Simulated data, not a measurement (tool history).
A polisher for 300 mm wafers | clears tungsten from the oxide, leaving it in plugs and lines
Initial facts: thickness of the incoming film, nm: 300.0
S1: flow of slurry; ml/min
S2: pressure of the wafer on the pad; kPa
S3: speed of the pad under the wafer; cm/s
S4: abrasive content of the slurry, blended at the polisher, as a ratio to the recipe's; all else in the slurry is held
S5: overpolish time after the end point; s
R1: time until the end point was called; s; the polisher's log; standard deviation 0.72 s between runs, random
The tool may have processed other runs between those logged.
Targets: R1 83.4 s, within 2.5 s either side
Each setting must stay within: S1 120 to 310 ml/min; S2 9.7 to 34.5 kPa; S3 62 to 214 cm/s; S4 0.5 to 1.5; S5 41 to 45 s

run	hour	S1	S2	S3	S4	S5	R1
1	0	200	22.1	138	1	41	62.488
2	5.6	200	22.1	138	1.15	41	60.056
3	14	195	20	138	1.15	41	67.587
4	21.1	195	20	138	1.15	41	66.753
5	29.8	165	20	138	1.15	41	68.117
6	38.8	165	17.9	138	1.15	41	77.116
7	44.7	160	17.2	138	1.15	41	79.9
8	46.2	155	17.2	138	1.15	41	78.499

5 next moves are on the table. One of them brings every result within its allowed miss. Which?
A	47.7	165	17.2	140	1.25	45	?
B	47.7	205	18.6	126	1.1	41	?
C	47.7	235	22.8	84	1.35	41	?
D	47.7	175	16.5	130	0.95	41	?
E	47.7	175	14.5	146	1.35	41	?

move	R1
A	76.487
B	78.965
C	90.36
D	90.201
E	84.687
A: the biggest miss grows against the last run
B: closer than the last run, but not yet in spec
C: takes the result that was furthest off past its target
D: takes the result that was furthest off past its target
E: meets every target
The right move is E.
